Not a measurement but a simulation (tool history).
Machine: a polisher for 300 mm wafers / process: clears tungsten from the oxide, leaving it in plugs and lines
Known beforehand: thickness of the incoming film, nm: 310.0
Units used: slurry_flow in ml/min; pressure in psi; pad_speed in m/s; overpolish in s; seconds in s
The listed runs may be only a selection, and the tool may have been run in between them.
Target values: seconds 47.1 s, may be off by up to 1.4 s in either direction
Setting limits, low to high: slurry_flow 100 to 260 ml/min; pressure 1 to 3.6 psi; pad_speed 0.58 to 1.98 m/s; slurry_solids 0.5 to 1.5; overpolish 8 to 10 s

run,hour,slurry_flow,pressure,pad_speed,slurry_solids,overpolish,seconds
1,0,165,2.3,1.28,1,10,101.85
2,9,195,2.3,1.28,1,10,98.504
3,12.9,195,2.5,1.28,1,10,92.227
4,15.3,200,2.8,1.36,1,10,79.539
5,17.6,200,2.8,1.36,1,8,79.439
# hour 24.1: slurry blender recalibrated
6,24.1,230,2.8,1.36,1,8,72.212
7,30.7,230,2.8,1.36,1,8,73.547
8,39.6,235,3,1.42,1,8,65.701
9,47.6,240,3.2,1.46,1,8,59.828
10,48.3,245,3.3,1.5,1,8,57.259
11,54.9,245,3.6,1.64,1,8,48.779
12,60.8,250,3.6,1.64,1,8,48.386

Which single option among these 4 for the next run brings every result within its allowed miss of target? Just one does.
A,66.7,255,3.4,1.86,0.95,10,?
B,66.7,260,3.4,1.58,1.05,10,?
C,66.7,245,3.3,1.66,1,8,?
D,66.7,255,3.6,1.56,1.05,8,?

move,seconds
A,47.229
B,52.366
C,52.816
D,50.311
A: all results land within tolerance of their targets
B: further off than the last run
C: further off than the last run
D: further off than the last run
Answer: A

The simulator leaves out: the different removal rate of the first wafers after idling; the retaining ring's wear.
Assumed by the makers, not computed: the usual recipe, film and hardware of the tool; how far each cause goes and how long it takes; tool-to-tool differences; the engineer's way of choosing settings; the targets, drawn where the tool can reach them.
